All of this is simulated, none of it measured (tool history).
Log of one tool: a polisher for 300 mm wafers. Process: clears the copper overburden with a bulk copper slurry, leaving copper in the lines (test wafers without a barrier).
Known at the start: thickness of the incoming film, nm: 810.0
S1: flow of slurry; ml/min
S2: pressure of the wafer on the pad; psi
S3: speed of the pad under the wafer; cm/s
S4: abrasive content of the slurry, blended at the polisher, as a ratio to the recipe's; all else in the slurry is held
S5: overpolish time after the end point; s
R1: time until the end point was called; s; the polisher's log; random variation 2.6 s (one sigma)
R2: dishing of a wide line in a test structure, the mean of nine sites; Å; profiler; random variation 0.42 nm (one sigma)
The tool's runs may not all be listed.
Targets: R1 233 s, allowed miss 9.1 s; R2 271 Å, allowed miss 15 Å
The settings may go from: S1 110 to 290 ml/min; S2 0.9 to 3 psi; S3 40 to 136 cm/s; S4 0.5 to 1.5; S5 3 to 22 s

run  hour   S1   S2   S3  S4  S5      R1      R2
  1     0  185  1.9   88   1  11  197.09  238.46
  2   3.4  185  1.9  102   1  11  174.45  262.18
  3  10.8  180  1.8  102   1  12  178.41  261.06
  4  13.3  180  1.6  100   1  14  208.75  253.08
  5  21.6  180  1.6  100   1  10  206.37  222.21
  6  27.9  180  1.5  100   1  12  221.17  235.68
  7  30.7  180  1.5  100   1  13   223.6  237.89
  8  34.4  180  1.5  100   1  14  222.85  249.44
  9  40.7  180  1.5  100   1  15  220.07  268.99

Which of these 4 next moves meets every target?
  A    47  185  1.6   92  0.85  16   ?   ?
  B    47  160  1.7   94   0.9  15   ?   ?
  C    47  200  1.5   90  1.05  14   ?   ?
  D    47  200  1.5  106     1  17   ?   ?

move      R1      R2
   A  232.32  260.16
   B   216.2  262.25
   C  236.86   238.2
   D   204.5  283.63
A: meets every target
B: further off than the last run
C: brings the result that was furthest off to its target, and leaves another outside
D: further off than the last run
Move A is the one to make.
